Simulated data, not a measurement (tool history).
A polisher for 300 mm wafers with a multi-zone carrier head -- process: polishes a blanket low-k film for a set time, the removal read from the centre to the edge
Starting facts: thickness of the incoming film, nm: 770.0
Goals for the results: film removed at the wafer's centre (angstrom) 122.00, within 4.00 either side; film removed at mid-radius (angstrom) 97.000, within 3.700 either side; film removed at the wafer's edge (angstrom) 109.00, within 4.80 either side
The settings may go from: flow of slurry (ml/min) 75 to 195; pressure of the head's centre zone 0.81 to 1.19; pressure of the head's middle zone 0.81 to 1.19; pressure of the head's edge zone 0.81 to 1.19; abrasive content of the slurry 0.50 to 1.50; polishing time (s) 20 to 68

| run | hour | flow of slurry (ml/min) | pressure of the head's centre zone | pressure of the head's middle zone | pressure of the head's edge zone | abrasive content of the slurry | polishing time (s) | film removed at the wafer's centre (angstrom) | film removed at mid-radius (angstrom) | film removed at the wafer's edge (angstrom) |
|---|---|---|---|---|---|---|---|---|---|---|
| 1 | 0.0 | 125 | 1.00 | 1.00 | 1.00 | 1.00 | 44 | 221.35 | 228.670 | 229.19 |
| 2 | 4.0 | 125 | 1.00 | 1.03 | 1.00 | 1.00 | 44 | 219.97 | 231.650 | 226.14 |
| 3 | 7.8 | 125 | 1.00 | 1.03 | 0.94 | 1.00 | 44 | 220.96 | 229.420 | 226.40 |
| 4 | 16.7 | 125 | 1.00 | 1.03 | 0.94 | 1.00 | 48 | 242.10 | 253.950 | 243.30 |
| 5 | 23.6 | 120 | 1.05 | 1.00 | 0.91 | 0.85 | 39 | 190.99 | 186.090 | 180.08 |
| 6 | 28.2 | 110 | 1.07 | 0.93 | 0.93 | 0.75 | 34 | 156.26 | 141.430 | 150.68 |
| 7 | 31.5 | 105 | 1.09 | 0.90 | 0.90 | 0.65 | 32 | 139.76 | 121.330 | 127.38 |
| 8 | 34.1 | 95 | 1.10 | 0.87 | 0.89 | 0.60 | 32 | 129.72 | 112.010 | 118.46 |
| 9 | 39.1 | 90 | 1.12 | 0.85 | 0.90 | 0.55 | 32 | 125.39 | 105.170 | 114.33 |
| 10 | 48.0 | 85 | 1.13 | 0.84 | 0.90 | 0.55 | 32 | 125.76 | 103.030 | 113.58 |

Which single option among these 5 for the next run brings every result within its allowed miss of target? Just one does.
| A | 56.9 | 80 | 1.09 | 0.91 | 0.86 | 0.55 | 32 | ? | ? | ? |
| B | 56.9 | 90 | 1.14 | 0.97 | 0.81 | 0.50 | 33 | ? | ? | ? |
| C | 56.9 | 115 | 1.17 | 0.87 | 0.84 | 0.50 | 33 | ? | ? | ? |
| D | 56.9 | 85 | 1.16 | 0.81 | 1.00 | 0.70 | 28 | ? | ? | ? |
| E | 56.9 | 85 | 1.14 | 0.82 | 0.87 | 0.60 | 29 | ? | ? | ? |

| move | film removed at the wafer's centre (angstrom) | film removed at mid-radius (angstrom) | film removed at the wafer's edge (angstrom) |
|---|---|---|---|
| A | 120.63 | 107.090 | 111.85 |
| B | 126.74 | 112.310 | 109.00 |
| C | 136.62 | 108.880 | 113.94 |
| D | 128.09 | 98.889 | 117.92 |
| E | 120.85 | 95.649 | 107.40 |
A: the biggest miss grows against the last run
B: the biggest miss grows against the last run
C: the biggest miss grows against the last run
D: corrects the largest miss of the last run, while another result sits out of spec
E: all results land within tolerance of their targets
The move that meets every target is E.
